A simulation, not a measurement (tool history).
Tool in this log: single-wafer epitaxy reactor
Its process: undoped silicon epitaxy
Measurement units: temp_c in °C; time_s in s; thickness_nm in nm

run  hour  temp_c  time_s  thickness_nm
  1     0     635     479        56.414
  2   1.8     632     478        52.014
  3   7.2     632     416        45.117
  4  12.6     623     416        35.932
  5  13.7     623     471        40.405
  6    17     625     471        42.664
  7    26     626     471         43.83

For run 8, what comes out?
  8  28.9     627     471             ?

Run 8 produced thickness_nm 45.522 nm.

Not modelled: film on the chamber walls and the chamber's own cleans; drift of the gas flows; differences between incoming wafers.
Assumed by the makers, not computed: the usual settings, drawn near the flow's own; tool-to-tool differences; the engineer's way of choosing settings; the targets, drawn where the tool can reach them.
